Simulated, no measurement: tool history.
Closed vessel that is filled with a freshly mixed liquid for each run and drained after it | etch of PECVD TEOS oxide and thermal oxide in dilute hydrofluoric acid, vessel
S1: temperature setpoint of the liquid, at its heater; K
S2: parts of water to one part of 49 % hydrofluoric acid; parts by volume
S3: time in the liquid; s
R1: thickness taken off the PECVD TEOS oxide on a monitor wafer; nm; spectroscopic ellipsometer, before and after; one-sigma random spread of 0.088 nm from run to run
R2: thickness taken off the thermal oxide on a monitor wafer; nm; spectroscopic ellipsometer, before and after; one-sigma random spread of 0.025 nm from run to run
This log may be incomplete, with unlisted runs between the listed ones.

{"run": 1, "day": 0.0, "S1": 297.15, "S2": 60, "S3": 85, "R1": 23.94, "R2": 5.8391}
{"run": 2, "day": 0.262, "S1": 296.15, "S2": 65, "S3": 85, "R1": 20.94, "R2": 5.2519}
{"run": 3, "day": 0.362, "S1": 296.15, "S2": 80, "S3": 85, "R1": 16.524, "R2": 4.1528}
{"run": 4, "day": 0.5, "S1": 295.65, "S2": 80, "S3": 85, "R1": 16.367, "R2": 4.0603}
{"run": 5, "day": 0.617, "S1": 295.15, "S2": 80, "S3": 85, "R1": 16.216, "R2": 3.9833}
{"run": 6, "day": 0.942, "S1": 294.65, "S2": 80, "S3": 85, "R1": 15.764, "R2": 3.9609}
{"run": 7, "day": 1.104, "S1": 294.15, "S2": 80, "S3": 85, "R1": 15.24, "R2": 3.8007}
{"run": 8, "day": 1.317, "S1": 293.65, "S2": 80, "S3": 85, "R1": 14.918, "R2": 3.742}

Predict the results of run 9:
{"run": 9, "day": 1.604, "S1": 293.15, "S2": 80, "S3": 85, "R1": "?", "R2": "?"}

{"run 9": {"R1": 14.872, "R2": 3.6711}}

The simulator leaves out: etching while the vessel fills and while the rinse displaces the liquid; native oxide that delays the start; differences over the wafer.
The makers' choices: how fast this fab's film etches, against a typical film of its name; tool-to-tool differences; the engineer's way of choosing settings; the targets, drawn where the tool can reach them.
